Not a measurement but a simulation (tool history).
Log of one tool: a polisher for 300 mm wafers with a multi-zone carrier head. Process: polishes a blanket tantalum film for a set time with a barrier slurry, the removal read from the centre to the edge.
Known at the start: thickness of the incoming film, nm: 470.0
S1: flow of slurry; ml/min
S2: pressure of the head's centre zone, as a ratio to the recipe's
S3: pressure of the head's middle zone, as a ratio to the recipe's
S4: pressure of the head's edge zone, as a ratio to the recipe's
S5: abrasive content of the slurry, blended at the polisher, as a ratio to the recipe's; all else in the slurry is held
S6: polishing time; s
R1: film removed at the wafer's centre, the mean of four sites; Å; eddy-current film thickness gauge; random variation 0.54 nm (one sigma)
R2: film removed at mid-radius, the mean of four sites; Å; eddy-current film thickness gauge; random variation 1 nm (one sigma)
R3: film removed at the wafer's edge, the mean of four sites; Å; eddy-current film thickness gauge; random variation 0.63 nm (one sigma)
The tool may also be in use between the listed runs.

run,hour,S1,S2,S3,S4,S5,S6,R1,R2,R3
1,0,250,1,1,1,1,57,978.62,997.92,963.05
2,6.8,245,0.98,1.02,0.97,0.95,57,955.44,1004.3,933.16
3,9,245,0.98,1.02,0.97,1.05,57,981.83,1002.1,954.19
4,16.9,240,0.96,1.04,0.95,1,57,948.14,1006.7,933.8
5,24.5,235,0.94,1.06,0.93,0.95,57,905.06,1026.7,911.03
6,27.8,230,0.93,1.07,0.91,0.95,57,900.48,1023.4,891.83

Run 7 comes next. What will it give?
7,30.2,225,0.92,1.08,0.9,0.95,57,?,?,?

Run 7 gave R1 888.95 Å, R2 1029.8 Å, R3 894.48 Å.
